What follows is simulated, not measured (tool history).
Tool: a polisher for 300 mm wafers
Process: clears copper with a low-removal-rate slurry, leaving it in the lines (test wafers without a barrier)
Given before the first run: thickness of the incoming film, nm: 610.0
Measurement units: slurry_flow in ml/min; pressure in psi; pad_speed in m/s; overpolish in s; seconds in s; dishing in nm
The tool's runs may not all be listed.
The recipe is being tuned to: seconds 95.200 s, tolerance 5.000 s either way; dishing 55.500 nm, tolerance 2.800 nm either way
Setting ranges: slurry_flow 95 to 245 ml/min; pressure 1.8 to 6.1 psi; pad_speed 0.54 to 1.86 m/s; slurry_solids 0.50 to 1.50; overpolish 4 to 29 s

run    day  slurry_flow  pressure  pad_speed  slurry_solids  overpolish  seconds  dishing
  1  0.000          155       3.9       1.18           1.00          15  118.110   47.545
  2  0.033          155       3.9       1.00           1.00          15  145.570   40.938
  3  0.229          155       3.9       1.00           1.15          15  136.520   42.681
  4  0.442          160       4.2       1.00           1.15          15  127.770   47.016
  5  0.779          165       4.4       1.02           1.15          14  121.530   45.334
  6  1.121          165       4.7       1.02           1.15          14  113.240   49.340
  7  1.312          165       4.9       1.02           1.15          14  106.260   52.607
  8  1.625          165       5.0       1.02           1.15          14  105.180   51.860
  9  1.983          165       5.1       1.02           1.15          14  105.540   53.149

5 candidate next runs follow, results not yet known. Just one meets every target within its allowed miss. Identify it.
  A  2.342          180       4.9       0.94           1.25          15        ?        ?
  B  2.342          180       6.1       0.92           1.00          14        ?        ?
  C  2.342          170       5.7       0.80           1.00          17        ?        ?
  D  2.342          150       4.5       1.22           1.15          13        ?        ?
  E  2.342          160       4.8       0.92           1.05          18        ?        ?

move  seconds  dishing
   A  113.360   51.725
   B   97.080   55.929
   C  119.570   55.153
   D   99.706   50.924
   E  123.740   55.764
A: the biggest miss grows against the last run
B: in spec on every target
C: the biggest miss grows against the last run
D: corrects the largest miss of the last run, while another result sits out of spec
E: the biggest miss grows against the last run
The move that meets every target is B.
